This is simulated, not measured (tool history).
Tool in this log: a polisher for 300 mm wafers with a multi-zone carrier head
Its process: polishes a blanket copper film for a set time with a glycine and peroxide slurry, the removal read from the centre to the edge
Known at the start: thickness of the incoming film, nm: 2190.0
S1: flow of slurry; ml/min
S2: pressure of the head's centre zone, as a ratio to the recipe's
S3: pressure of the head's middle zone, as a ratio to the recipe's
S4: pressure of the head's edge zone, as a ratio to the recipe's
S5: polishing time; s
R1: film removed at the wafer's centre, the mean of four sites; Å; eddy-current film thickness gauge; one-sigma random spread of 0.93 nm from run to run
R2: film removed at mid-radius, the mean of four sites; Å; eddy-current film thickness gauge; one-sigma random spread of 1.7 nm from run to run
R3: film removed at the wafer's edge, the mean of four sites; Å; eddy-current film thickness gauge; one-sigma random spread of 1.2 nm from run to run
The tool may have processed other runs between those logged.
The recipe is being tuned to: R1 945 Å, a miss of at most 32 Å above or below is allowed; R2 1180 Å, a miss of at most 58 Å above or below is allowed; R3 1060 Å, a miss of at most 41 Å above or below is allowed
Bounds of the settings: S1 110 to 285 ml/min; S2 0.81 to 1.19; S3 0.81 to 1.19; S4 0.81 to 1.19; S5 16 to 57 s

run 1 hour=0 | S1=180 S2=1 S3=1 S4=1 S5=36 | R1=1787.5 R2=2019.8 R3=1919.5
run 2 hour=1.3 | S1=225 S2=1 S3=1 S4=1 S5=36 | R1=1865.6 R2=2044 R3=2002.5
run 3 hour=3.3 | S1=205 S2=0.97 S3=0.99 S4=0.96 S5=31 | R1=1505 R2=1696.5 R3=1601.9
run 4 hour=9.5 | S1=190 S2=0.92 S3=0.97 S4=0.92 S5=29 | R1=1340.1 R2=1518.3 R3=1478.4
-- hour=15.6 centre zone pressure recalibrated
run 5 hour=15.6 | S1=160 S2=0.92 S3=0.97 S4=0.92 S5=29 | R1=1434.7 R2=1497.5 R3=1450.8
run 6 hour=19.4 | S1=160 S2=0.84 S3=0.97 S4=0.92 S5=29 | R1=1323.5 R2=1535.1 R3=1460.9
run 7 hour=23.7 | S1=165 S2=0.83 S3=0.98 S4=0.91 S5=26 | R1=1195.8 R2=1351.7 R3=1300.8
run 8 hour=28.6 | S1=180 S2=0.82 S3=1.01 S4=0.91 S5=24 | R1=1091 R2=1309.1 R3=1200.1
run 9 hour=32.6 | S1=190 S2=0.82 S3=1.01 S4=0.91 S5=23 | R1=1067.3 R2=1277.4 R3=1184.2
run 10 hour=39.1 | S1=195 S2=0.82 S3=1.02 S4=0.91 S5=22 | R1=1020.3 R2=1220.5 R3=1132.6
run 11 hour=45.6 | S1=200 S2=0.82 S3=1.03 S4=0.91 S5=22 | R1=994.71 R2=1270.9 R3=1146.6

Of the 5 settings listed for the next run, only one would bring every result within its allowed miss of target. Which one?
run A hour=52.1 | S1=215 S2=0.81 S3=0.96 S4=0.96 S5=22 | R1=? R2=? R3=?
run B hour=52.1 | S1=255 S2=0.81 S3=0.88 S4=1.07 S5=20 | R1=? R2=? R3=?
run C hour=52.1 | S1=110 S2=1 S3=1.03 S4=0.81 S5=21 | R1=? R2=? R3=?
run D hour=52.1 | S1=115 S2=0.95 S3=0.95 S4=0.83 S5=22 | R1=? R2=? R3=?
run E hour=52.1 | S1=260 S2=0.81 S3=1.02 S4=0.9 S5=20 | R1=? R2=? R3=?

move=A R1=1020.6 R2=1162 R3=1165.1
move=B R1=949.93 R2=1003.8 R3=1136.1
move=C R1=1018.9 R2=1026.4 R3=933.35
move=D R1=1030.8 R2=1017.2 R3=997.82
move=E R1=953.22 R2=1138.6 R3=1045.6
A: lands further from the targets than the last run did
B: lands further from the targets than the last run did
C: the result that was furthest off in the last run now lies on the other side of its target
D: the result that was furthest off in the last run now lies on the other side of its target
E: in spec on every target
E meets every target.
